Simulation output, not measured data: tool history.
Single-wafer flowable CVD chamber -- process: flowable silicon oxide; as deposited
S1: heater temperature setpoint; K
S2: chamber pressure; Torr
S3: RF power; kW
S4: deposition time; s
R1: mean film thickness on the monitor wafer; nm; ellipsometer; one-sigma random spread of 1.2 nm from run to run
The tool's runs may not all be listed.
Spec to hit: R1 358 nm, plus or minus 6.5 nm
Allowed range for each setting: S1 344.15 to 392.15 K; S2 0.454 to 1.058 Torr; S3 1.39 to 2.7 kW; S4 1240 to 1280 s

run  hour      S1     S2     S3    S4      R1
  1     0  368.15  0.756  2.045  1240   746.7
  2   1.5  360.15  0.756  2.045  1240  998.77
  3   6.2  360.15  0.756  2.045  1280  1036.4
  4    13  366.15  0.755  2.045  1280  833.95
  5  17.6  366.15  0.755  2.045  1240  811.92
  6  18.8  371.15  0.754  2.045  1240  667.77
  7  20.1  375.15  0.754  2.045  1240  574.37
  8    25  378.15  0.754  2.045  1240   512.2
  9  26.8  390.15  0.753  2.045  1240  332.19
 10  34.8  390.15  0.753  2.045  1240  331.23
 11  38.5  387.15  0.753  2.045  1240  369.47

Which one of the following 5 next-run settings gets every result inside its allowed miss? There is exactly one.
  A  42.2  388.15  0.787   2.07  1280   ?
  B  42.2  386.15  0.737   1.99  1260   ?
  C  42.2  392.15  0.891  2.225  1240   ?
  D  42.2  382.15  0.671  1.985  1240   ?
  E  42.2  383.15  0.696    1.5  1260   ?

move      R1
   A  384.99
   B  377.64
   C  375.09
   D  390.62
   E  358.36
A: further off than the last run
B: further off than the last run
C: further off than the last run
D: further off than the last run
E: each result inside its tolerance
Answer: E

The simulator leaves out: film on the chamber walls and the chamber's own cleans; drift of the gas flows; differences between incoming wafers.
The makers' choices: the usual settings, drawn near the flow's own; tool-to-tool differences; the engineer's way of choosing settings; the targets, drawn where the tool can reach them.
